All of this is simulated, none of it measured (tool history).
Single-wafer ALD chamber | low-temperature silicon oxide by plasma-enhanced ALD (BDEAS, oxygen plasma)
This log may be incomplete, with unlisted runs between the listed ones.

| run | hour | heater temperature setpoint (°C) | number of ALD cycles (cycles) | mean film thickness on the monitor wafer (Å) |
|---|---|---|---|---|
| 1 | 0.0 | 120 | 18 | 23.366 |
| 2 | 0.5 | 121 | 17 | 21.978 |
| 3 | 8.7 | 123 | 16 | 20.779 |
| 4 | 16.0 | 125 | 16 | 20.408 |
| 5 | 17.4 | 115 | 16 | 21.005 |
| 6 | 25.5 | 108 | 16 | 21.239 |
| 7 | 34.3 | 109 | 16 | 21.214 |

What does the tool deliver on the next run?
| 8 | 42.6 | 115 | 13 | ? |

Run 8 measured mean film thickness on the monitor wafer (Å) 17.021.
